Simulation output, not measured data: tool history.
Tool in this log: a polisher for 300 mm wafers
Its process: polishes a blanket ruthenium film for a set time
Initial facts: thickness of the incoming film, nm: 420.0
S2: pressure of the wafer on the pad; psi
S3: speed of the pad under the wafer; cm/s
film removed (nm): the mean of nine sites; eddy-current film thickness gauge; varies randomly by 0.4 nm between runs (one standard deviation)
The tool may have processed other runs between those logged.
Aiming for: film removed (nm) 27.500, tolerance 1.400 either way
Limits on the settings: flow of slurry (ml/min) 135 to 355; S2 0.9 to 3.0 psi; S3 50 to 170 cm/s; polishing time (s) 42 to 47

{"run": 1, "day": 0.0, "flow of slurry (ml/min)": 225, "S2": 1.9, "S3": 110, "polishing time (s)": 47, "film removed (nm)": 64.658}
{"run": 2, "day": 0.033, "flow of slurry (ml/min)": 225, "S2": 1.9, "S3": 110, "polishing time (s)": 47, "film removed (nm)": 63.268}
{"run": 3, "day": 0.388, "flow of slurry (ml/min)": 170, "S2": 1.9, "S3": 110, "polishing time (s)": 47, "film removed (nm)": 61.311}
{"run": 4, "day": 0.729, "flow of slurry (ml/min)": 170, "S2": 2.1, "S3": 110, "polishing time (s)": 47, "film removed (nm)": 68.956}
{"run": 5, "day": 0.8, "flow of slurry (ml/min)": 170, "S2": 2.0, "S3": 106, "polishing time (s)": 47, "film removed (nm)": 62.985}
{"run": 6, "day": 1.096, "flow of slurry (ml/min)": 170, "S2": 2.0, "S3": 92, "polishing time (s)": 47, "film removed (nm)": 56.414}
{"run": 7, "day": 1.312, "flow of slurry (ml/min)": 170, "S2": 1.9, "S3": 90, "polishing time (s)": 47, "film removed (nm)": 52.543}
{"run": 8, "day": 1.496, "flow of slurry (ml/min)": 170, "S2": 1.8, "S3": 88, "polishing time (s)": 47, "film removed (nm)": 49.166}
{"run": 9, "day": 1.65, "flow of slurry (ml/min)": 170, "S2": 1.8, "S3": 88, "polishing time (s)": 47, "film removed (nm)": 46.98}
{"run": 10, "day": 1.904, "flow of slurry (ml/min)": 170, "S2": 1.7, "S3": 88, "polishing time (s)": 47, "film removed (nm)": 46.106}
{"run": 11, "day": 2.058, "flow of slurry (ml/min)": 170, "S2": 1.6, "S3": 86, "polishing time (s)": 47, "film removed (nm)": 42.817}
{"run": 12, "day": 2.1, "flow of slurry (ml/min)": 170, "S2": 1.5, "S3": 86, "polishing time (s)": 47, "film removed (nm)": 39.654}
{"run": 13, "day": 2.192, "flow of slurry (ml/min)": 170, "S2": 1.4, "S3": 86, "polishing time (s)": 47, "film removed (nm)": 37.414}
{"run": 14, "day": 2.425, "flow of slurry (ml/min)": 170, "S2": 0.9, "S3": 80, "polishing time (s)": 47, "film removed (nm)": 23.707}

Next run, 5 choices. One meets every target within its allowed miss, the rest don't. Which?
{"run": "A", "day": 2.658, "flow of slurry (ml/min)": 185, "S2": 1.0, "S3": 66, "polishing time (s)": 47, "film removed (nm)": "?"}
{"run": "B", "day": 2.658, "flow of slurry (ml/min)": 180, "S2": 1.1, "S3": 80, "polishing time (s)": 46, "film removed (nm)": "?"}
{"run": "C", "day": 2.658, "flow of slurry (ml/min)": 140, "S2": 1.0, "S3": 62, "polishing time (s)": 47, "film removed (nm)": "?"}
{"run": "D", "day": 2.658, "flow of slurry (ml/min)": 185, "S2": 0.9, "S3": 66, "polishing time (s)": 46, "film removed (nm)": "?"}
{"run": "E", "day": 2.658, "flow of slurry (ml/min)": 195, "S2": 1.3, "S3": 80, "polishing time (s)": 44, "film removed (nm)": "?"}

move=A film_removed_(nm)=23.197
move=B film_removed_(nm)=28.313
move=C film_removed_(nm)=21.079
move=D film_removed_(nm)=20.559
move=E film_removed_(nm)=32.165
A: moves away from the targets compared with the last run
B: each result inside its tolerance
C: moves away from the targets compared with the last run
D: moves away from the targets compared with the last run
E: takes the result that was furthest off past its target
Answer: B
